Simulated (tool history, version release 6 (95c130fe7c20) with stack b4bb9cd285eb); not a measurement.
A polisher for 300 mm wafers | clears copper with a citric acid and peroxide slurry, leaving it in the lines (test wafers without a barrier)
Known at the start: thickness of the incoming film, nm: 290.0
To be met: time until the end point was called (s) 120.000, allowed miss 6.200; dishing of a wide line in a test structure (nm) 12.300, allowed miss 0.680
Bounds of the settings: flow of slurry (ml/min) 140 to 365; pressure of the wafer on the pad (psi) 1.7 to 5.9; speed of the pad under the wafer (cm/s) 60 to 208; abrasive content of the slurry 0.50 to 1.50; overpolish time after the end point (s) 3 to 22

run  hour  flow of slurry (ml/min)  pressure of the wafer on the pad (psi)  speed of the pad under the wafer (cm/s)  abrasive content of the slurry  overpolish time after the end point (s)  time until the end point was called (s)  dishing of a wide line in a test structure (nm)
  1   0.0                      235                                     3.8                                      134                            1.00                                       11                                   93.374                                           14.348
  2   1.6                      235                                     3.7                                      134                            1.00                                       11                                   94.678                                           14.240
  3   2.6                      235                                     3.7                                      134                            1.00                                       15                                   92.851                                           16.895
  4   4.3                      255                                     3.7                                      134                            1.00                                       15                                   92.180                                           16.556
      9.2  -- head pressure recalibrated
  5   9.2                      255                                     3.4                                      134                            1.00                                       15                                   92.421                                           16.404
  6  12.6                      255                                     4.3                                      134                            1.00                                       15                                   74.057                                           18.057
  7  15.1                      255                                     4.1                                      134                            1.00                                       14                                   78.421                                           17.400
  8  21.4                      250                                     4.0                                      134                            1.00                                       13                                   79.766                                           16.665
  9  26.9                      240                                     3.9                                      134                            1.00                                       12                                   83.380                                           15.854
 10  30.5                      235                                     3.8                                      134                            1.00                                       12                                   86.790                                           15.447
 11  36.0                      235                                     3.6                                      134                            1.00                                       12                                   89.422                                           15.274
 12  40.8                      235                                     3.6                                      134                            1.00                                       12                                   88.872                                           15.512

Which of these 4 next moves meets every target?
  A  45.6                      360                                     2.7                                      122                            1.15                                       11                                        ?                                                ?
  B  45.6                      240                                     3.0                                      100                            1.05                                       12                                        ?                                                ?
  C  45.6                      180                                     2.1                                      134                            1.50                                       16                                        ?                                                ?
  D  45.6                      235                                     3.2                                      124                            1.00                                       10                                        ?                                                ?

move  time until the end point was called (s)  dishing of a wide line in a test structure (nm)
   A                                  120.580                                           12.359
   B                                  134.050                                           12.237
   C                                  141.630                                           13.973
   D                                  107.630                                           12.517
A: meets every target
B: takes the result that was furthest off past its target
C: takes the result that was furthest off past its target
D: nearer than the last run, and not there yet
Answer: A

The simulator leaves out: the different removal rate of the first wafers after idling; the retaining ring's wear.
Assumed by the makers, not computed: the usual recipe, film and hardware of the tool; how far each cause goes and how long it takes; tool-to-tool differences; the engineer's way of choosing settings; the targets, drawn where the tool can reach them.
